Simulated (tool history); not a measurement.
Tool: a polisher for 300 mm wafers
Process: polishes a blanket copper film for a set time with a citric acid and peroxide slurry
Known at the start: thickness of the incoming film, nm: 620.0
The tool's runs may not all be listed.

run,day,flow of slurry (ml/min),pressure of the wafer on the pad (psi),speed of the pad under the wafer (m/s),abrasive content of the slurry,polishing time (s),film removed (angstrom)
1,0,235,2.2,1.22,1,88,1836.7
2,0.171,235,2.2,1.22,0.85,88,1741.2
3,0.242,235,2.5,1.22,0.85,88,1984.8
4,0.438,235,2.9,1.22,0.85,88,2218.6
5,0.704,235,2.9,1.22,0.75,88,2124.3
6,1.042,235,2.7,1.22,0.75,88,2012.3
7,1.229,235,2.5,1.22,0.75,88,1900.4

Run 8 comes next. What will it give?
8,1.596,235,2.3,1.22,0.75,88,?

Run 8 gave film removed (angstrom) 1754.5.
